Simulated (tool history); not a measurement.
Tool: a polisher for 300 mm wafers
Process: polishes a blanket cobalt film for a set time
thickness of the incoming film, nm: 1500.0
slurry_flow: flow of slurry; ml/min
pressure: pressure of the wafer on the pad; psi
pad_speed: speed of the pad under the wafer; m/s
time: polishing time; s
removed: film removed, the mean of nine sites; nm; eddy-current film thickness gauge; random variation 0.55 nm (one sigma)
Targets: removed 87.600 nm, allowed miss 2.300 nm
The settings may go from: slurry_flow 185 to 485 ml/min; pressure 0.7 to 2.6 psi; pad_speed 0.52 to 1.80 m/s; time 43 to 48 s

Run 1, day 0.000: slurry_flow 310 ml/min, pressure 1.6 psi, pad_speed 1.16 m/s, time 48 s. Result: removed 205.600 nm.
Run 2, day 0.342: slurry_flow 310 ml/min, pressure 1.6 psi, pad_speed 1.16 m/s, time 43 s. Result: removed 183.720 nm.
Run 3, day 0.475: slurry_flow 270 ml/min, pressure 1.6 psi, pad_speed 1.16 m/s, time 43 s. Result: removed 179.910 nm.
Run 4, day 0.562: slurry_flow 270 ml/min, pressure 1.6 psi, pad_speed 1.28 m/s, time 43 s. Result: removed 193.540 nm.
At day 0.738: head pressure recalibrated.
Run 5, day 0.738: slurry_flow 345 ml/min, pressure 1.6 psi, pad_speed 1.28 m/s, time 43 s. Result: removed 217.280 nm.
Run 6, day 0.900: slurry_flow 385 ml/min, pressure 1.6 psi, pad_speed 1.28 m/s, time 43 s. Result: removed 217.820 nm.
Run 7, day 1.146: slurry_flow 360 ml/min, pressure 1.4 psi, pad_speed 1.22 m/s, time 43 s. Result: removed 185.740 nm.
Run 8, day 1.262: slurry_flow 330 ml/min, pressure 1.3 psi, pad_speed 1.16 m/s, time 43 s. Result: removed 164.400 nm.
Run 9, day 1.288: slurry_flow 305 ml/min, pressure 1.2 psi, pad_speed 1.10 m/s, time 43 s. Result: removed 146.910 nm.
Run 10, day 1.629: slurry_flow 285 ml/min, pressure 1.1 psi, pad_speed 1.06 m/s, time 43 s. Result: removed 131.350 nm.
Run 11, day 1.700: slurry_flow 270 ml/min, pressure 1.0 psi, pad_speed 1.02 m/s, time 43 s. Result: removed 116.030 nm.
Run 12, day 1.746: slurry_flow 255 ml/min, pressure 0.9 psi, pad_speed 1.00 m/s, time 43 s. Result: removed 103.570 nm.
Run 13, day 1.925: slurry_flow 245 ml/min, pressure 0.9 psi, pad_speed 1.00 m/s, time 43 s. Result: removed 102.510 nm.
Run 14, day 2.100: slurry_flow 245 ml/min, pressure 0.9 psi, pad_speed 1.00 m/s, time 43 s. Result: removed 102.150 nm.
Run 15, day 2.221: slurry_flow 240 ml/min, pressure 0.7 psi, pad_speed 0.96 m/s, time 43 s. Result: removed 78.077 nm.
Run 16, day 2.296: slurry_flow 240 ml/min, pressure 0.7 psi, pad_speed 0.96 m/s, time 43 s. Result: removed 78.536 nm.

Which of these 4 next moves meets every target?
Run A, day 2.371: slurry_flow 215 ml/min, pressure 0.7 psi, pad_speed 1.10 m/s, time 44 s. Result: removed ?.
Run B, day 2.371: slurry_flow 295 ml/min, pressure 0.7 psi, pad_speed 1.12 m/s, time 45 s. Result: removed ?.
Run C, day 2.371: slurry_flow 220 ml/min, pressure 0.9 psi, pad_speed 0.68 m/s, time 43 s. Result: removed ?.
Run D, day 2.371: slurry_flow 190 ml/min, pressure 0.7 psi, pad_speed 1.08 m/s, time 43 s. Result: removed ?.

move  removed
   A   87.088
   B   93.074
   C   81.186
   D   82.834
A: meets every target
B: takes the result that was furthest off past its target
C: nearer than the last run, and not there yet
D: nearer than the last run, and not there yet
Answer: A

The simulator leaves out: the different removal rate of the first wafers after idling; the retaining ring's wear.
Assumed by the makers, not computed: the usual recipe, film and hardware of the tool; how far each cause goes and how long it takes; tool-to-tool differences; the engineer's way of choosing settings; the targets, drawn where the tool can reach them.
